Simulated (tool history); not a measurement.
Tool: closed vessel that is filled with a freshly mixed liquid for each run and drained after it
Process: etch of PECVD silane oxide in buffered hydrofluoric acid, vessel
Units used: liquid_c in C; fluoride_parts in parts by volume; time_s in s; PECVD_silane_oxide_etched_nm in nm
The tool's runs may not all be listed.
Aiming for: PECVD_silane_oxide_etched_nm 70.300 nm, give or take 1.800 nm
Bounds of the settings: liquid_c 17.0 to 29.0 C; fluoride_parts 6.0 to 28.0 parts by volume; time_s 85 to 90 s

{"run": 1, "hour": 0.0, "liquid_c": 21.0, "fluoride_parts": 17.0, "time_s": 85, "PECVD_silane_oxide_etched_nm": 92.358}
{"run": 2, "hour": 1.4, "liquid_c": 21.0, "fluoride_parts": 13.5, "time_s": 85, "PECVD_silane_oxide_etched_nm": 113.89}
{"run": 3, "hour": 6.5, "liquid_c": 21.0, "fluoride_parts": 18.0, "time_s": 85, "PECVD_silane_oxide_etched_nm": 84.882}
{"run": 4, "hour": 9.7, "liquid_c": 21.0, "fluoride_parts": 20.5, "time_s": 85, "PECVD_silane_oxide_etched_nm": 76.294}
{"run": 5, "hour": 13.4, "liquid_c": 20.5, "fluoride_parts": 20.5, "time_s": 85, "PECVD_silane_oxide_etched_nm": 74.307}
{"run": 6, "hour": 17.6, "liquid_c": 18.0, "fluoride_parts": 20.5, "time_s": 85, "PECVD_silane_oxide_etched_nm": 64.206}
{"run": 7, "hour": 20.1, "liquid_c": 18.5, "fluoride_parts": 20.5, "time_s": 85, "PECVD_silane_oxide_etched_nm": 65.332}
{"run": 8, "hour": 22.1, "liquid_c": 19.0, "fluoride_parts": 20.5, "time_s": 85, "PECVD_silane_oxide_etched_nm": 68.33}

4 next moves are on the table. One of them brings every result within its allowed miss. Which?
{"run": "A", "hour": 24.1, "liquid_c": 19.0, "fluoride_parts": 21.0, "time_s": 90, "PECVD_silane_oxide_etched_nm": "?"}
{"run": "B", "hour": 24.1, "liquid_c": 18.5, "fluoride_parts": 20.5, "time_s": 85, "PECVD_silane_oxide_etched_nm": "?"}
{"run": "C", "hour": 24.1, "liquid_c": 19.5, "fluoride_parts": 22.0, "time_s": 85, "PECVD_silane_oxide_etched_nm": "?"}
{"run": "D", "hour": 24.1, "liquid_c": 20.0, "fluoride_parts": 24.0, "time_s": 85, "PECVD_silane_oxide_etched_nm": "?"}

move=A PECVD_silane_oxide_etched_nm=71.398
move=B PECVD_silane_oxide_etched_nm=66.648
move=C PECVD_silane_oxide_etched_nm=67.170
move=D PECVD_silane_oxide_etched_nm=65.058
A: each result inside its tolerance
B: lands further from the targets than the last run did
C: lands further from the targets than the last run did
D: lands further from the targets than the last run did
So the answer is move A, the one that meets all the targets.

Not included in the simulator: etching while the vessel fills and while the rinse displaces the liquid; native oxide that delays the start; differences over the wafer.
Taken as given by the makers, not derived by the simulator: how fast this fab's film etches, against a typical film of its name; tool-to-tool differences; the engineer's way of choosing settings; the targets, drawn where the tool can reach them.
